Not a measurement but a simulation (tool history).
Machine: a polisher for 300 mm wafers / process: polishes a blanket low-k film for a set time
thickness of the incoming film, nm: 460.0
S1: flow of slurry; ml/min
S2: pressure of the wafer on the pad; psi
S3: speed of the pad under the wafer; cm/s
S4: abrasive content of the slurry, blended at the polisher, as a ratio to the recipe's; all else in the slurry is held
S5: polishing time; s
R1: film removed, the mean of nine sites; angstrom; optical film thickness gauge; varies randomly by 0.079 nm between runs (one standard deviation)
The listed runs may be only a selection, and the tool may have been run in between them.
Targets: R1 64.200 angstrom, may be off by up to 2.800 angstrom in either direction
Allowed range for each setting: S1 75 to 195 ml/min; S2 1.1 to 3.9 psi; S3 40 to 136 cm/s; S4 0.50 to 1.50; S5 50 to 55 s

run 1 hour=0.0 | S1=125 S2=2.5 S3=88 S4=1.00 S5=55 | R1=233.740
run 2 hour=6.6 | S1=125 S2=2.5 S3=88 S4=1.10 S5=55 | R1=254.080
run 3 hour=14.7 | S1=125 S2=2.3 S3=80 S4=1.00 S5=54 | R1=198.030
run 4 hour=18.6 | S1=125 S2=2.0 S3=80 S4=1.00 S5=54 | R1=175.130
run 5 hour=27.4 | S1=125 S2=1.8 S3=72 S4=0.95 S5=53 | R1=137.530
run 6 hour=35.1 | S1=140 S2=1.8 S3=72 S4=0.95 S5=53 | R1=144.570
run 7 hour=40.0 | S1=135 S2=1.7 S3=66 S4=0.90 S5=53 | R1=120.170
run 8 hour=48.0 | S1=130 S2=1.6 S3=62 S4=0.90 S5=53 | R1=108.730
run 9 hour=54.4 | S1=125 S2=1.5 S3=58 S4=0.90 S5=53 | R1=100.070
run 10 hour=61.9 | S1=120 S2=1.4 S3=54 S4=0.90 S5=53 | R1=88.359
run 11 hour=66.3 | S1=115 S2=1.3 S3=52 S4=0.90 S5=53 | R1=81.063
run 12 hour=68.9 | S1=110 S2=1.3 S3=50 S4=0.90 S5=53 | R1=77.647
run 13 hour=77.8 | S1=90 S2=1.1 S3=42 S4=0.90 S5=53 | R1=54.056
run 14 hour=85.9 | S1=120 S2=1.1 S3=42 S4=0.90 S5=53 | R1=60.244
run 15 hour=92.0 | S1=125 S2=1.1 S3=42 S4=0.90 S5=53 | R1=60.052

Which one of the following 5 next-run settings gets every result inside its allowed miss? There is exactly one.
run A hour=98.1 | S1=175 S2=1.2 S3=44 S4=0.70 S5=55 | R1=?
run B hour=98.1 | S1=135 S2=1.1 S3=42 S4=0.85 S5=53 | R1=?
run C hour=98.1 | S1=120 S2=1.1 S3=40 S4=0.95 S5=51 | R1=?
run D hour=98.1 | S1=130 S2=1.2 S3=40 S4=1.00 S5=50 | R1=?
run E hour=98.1 | S1=135 S2=1.1 S3=40 S4=0.85 S5=50 | R1=?

move=A R1=57.388
move=B R1=57.570
move=C R1=57.005
move=D R1=63.496
move=E R1=52.542
A: misses by more than the last run did
B: misses by more than the last run did
C: misses by more than the last run did
D: meets every target
E: misses by more than the last run did
Go with D: it meets all targets.
